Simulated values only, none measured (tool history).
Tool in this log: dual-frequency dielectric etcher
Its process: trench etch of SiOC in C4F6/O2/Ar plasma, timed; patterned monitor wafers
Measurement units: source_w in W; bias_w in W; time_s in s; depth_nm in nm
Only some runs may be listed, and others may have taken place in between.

run	hour	source_w	bias_w	time_s	depth_nm
1	0	380	208	14	27.601
2	4.6	380	227	14	28.582
3	13.2	360	225	14	27.428
4	20.5	310	225	14	26.526
5	25.4	300	224	14	26.528
6	31	300	224	14	26.275

Expected results for the next run?
7	38.6	290	223	14	?

For run 7 the tool returned depth_nm 26.34 nm.
